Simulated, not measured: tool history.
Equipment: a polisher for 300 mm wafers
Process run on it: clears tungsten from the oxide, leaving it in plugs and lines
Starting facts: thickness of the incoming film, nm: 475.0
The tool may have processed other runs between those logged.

run	day	flow of slurry (ml/min)	pressure of the wafer on the pad (psi)	speed of the pad under the wafer (m/s)	abrasive content of the slurry	overpolish time after the end point (s)	time until the end point was called (s)
1	0	165	4.8	0.86	1	19	109.41
2	0.033	165	5.5	0.88	1	19	96.979
3	0.212	165	5.5	0.72	1	19	109.75
4	0.408	180	5.5	0.72	1	19	109.72
5	0.5	180	5.5	0.6	1	19	120.85
6	0.612	180	5.5	0.6	0.85	19	122.32
7	0.858	185	6.2	0.68	0.85	19	101.1
8	0.988	190	6.6	0.76	0.85	19	87.735
9	1.162	190	6.9	0.8	0.85	19	80.44

Run 10 is up next; what results do you expect?
10	1.408	190	7.1	0.84	0.85	19	?

{"run 10": {"time until the end point was called (s)": 75.977}}

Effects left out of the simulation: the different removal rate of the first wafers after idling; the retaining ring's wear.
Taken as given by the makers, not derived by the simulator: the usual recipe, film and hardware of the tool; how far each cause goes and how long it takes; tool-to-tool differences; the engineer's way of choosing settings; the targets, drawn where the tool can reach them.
